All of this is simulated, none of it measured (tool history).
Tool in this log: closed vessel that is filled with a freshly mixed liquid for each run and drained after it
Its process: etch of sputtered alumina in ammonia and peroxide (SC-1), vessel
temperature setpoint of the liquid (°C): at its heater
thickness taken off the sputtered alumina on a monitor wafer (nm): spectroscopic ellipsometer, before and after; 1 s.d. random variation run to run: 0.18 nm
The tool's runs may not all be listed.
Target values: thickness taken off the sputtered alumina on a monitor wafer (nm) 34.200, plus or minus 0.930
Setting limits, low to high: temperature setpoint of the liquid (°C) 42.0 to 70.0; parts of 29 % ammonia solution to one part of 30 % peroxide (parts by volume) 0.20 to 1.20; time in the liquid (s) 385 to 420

run  hour  temperature setpoint of the liquid (°C)  parts of 29 % ammonia solution to one part of 30 % peroxide (parts by volume)  time in the liquid (s)  thickness taken off the sputtered alumina on a monitor wafer (nm)
  1   0.0                                     58.0                                                                           0.75                     385                                                             47.154
  2   1.6                                     56.0                                                                           0.75                     385                                                             42.864
  3  10.5                                     54.5                                                                           0.75                     385                                                             39.417
  4  11.5                                     54.5                                                                           0.50                     385                                                             37.667
  5  15.1                                     54.0                                                                           0.50                     385                                                             36.804
  6  17.9                                     58.5                                                                           0.50                     385                                                             46.931
  7  23.7                                     56.5                                                                           0.50                     385                                                             41.899
  8  25.8                                     55.5                                                                           0.50                     385                                                             40.328
  9  32.1                                     51.5                                                                           0.50                     385                                                             32.207
 10  37.2                                     52.0                                                                           0.50                     385                                                             33.122

Which of these 4 next moves meets every target?
  A  42.3                                     53.0                                                                           0.60                     405                                                                  ?
  B  42.3                                     52.0                                                                           0.50                     420                                                                  ?
  C  42.3                                     56.0                                                                           0.20                     385                                                                  ?
  D  42.3                                     51.5                                                                           0.35                     420                                                                  ?

move  thickness taken off the sputtered alumina on a monitor wafer (nm)
   A                                                             37.292
   B                                                             36.010
   C                                                             37.480
   D                                                             33.877
A: the result that was furthest off in the last run now lies on the other side of its target
B: the result that was furthest off in the last run now lies on the other side of its target
C: the result that was furthest off in the last run now lies on the other side of its target
D: all results land within tolerance of their targets
Go with D: it meets all targets.

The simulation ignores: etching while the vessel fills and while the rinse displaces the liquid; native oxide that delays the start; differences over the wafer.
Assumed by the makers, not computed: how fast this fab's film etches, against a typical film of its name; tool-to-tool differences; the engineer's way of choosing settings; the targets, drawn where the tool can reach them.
